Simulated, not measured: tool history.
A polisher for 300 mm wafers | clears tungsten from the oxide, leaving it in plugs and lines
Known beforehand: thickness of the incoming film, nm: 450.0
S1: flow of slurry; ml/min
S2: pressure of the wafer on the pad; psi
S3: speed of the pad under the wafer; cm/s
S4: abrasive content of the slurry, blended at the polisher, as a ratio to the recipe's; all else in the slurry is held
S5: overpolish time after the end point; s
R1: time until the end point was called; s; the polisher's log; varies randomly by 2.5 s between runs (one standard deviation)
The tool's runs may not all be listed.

run 1 hour=0 | S1=170 S2=3.5 S3=110 S4=1 S5=33 | R1=81.969
run 2 hour=6.2 | S1=170 S2=3.5 S3=110 S4=1.2 S5=33 | R1=80.423
run 3 hour=13.5 | S1=165 S2=3 S3=102 S4=1.2 S5=33 | R1=97.555
run 4 hour=19.1 | S1=165 S2=2.6 S3=92 S4=1.2 S5=33 | R1=121.95
run 5 hour=25.5 | S1=165 S2=2.6 S3=92 S4=1.2 S5=36 | R1=123.08
run 6 hour=28.5 | S1=165 S2=2.3 S3=88 S4=1.2 S5=36 | R1=140.39
run 7 hour=36.5 | S1=165 S2=2.1 S3=86 S4=1.2 S5=36 | R1=155.94
run 8 hour=38.5 | S1=165 S2=2 S3=86 S4=1.2 S5=36 | R1=165.38
run 9 hour=41.6 | S1=165 S2=1.9 S3=86 S4=1.2 S5=36 | R1=165.49

Expected results for the next run?
run 10 hour=49.8 | S1=165 S2=1.8 S3=86 S4=1.2 S5=36 | R1=?

{"run 10": {"R1": 173.54}}
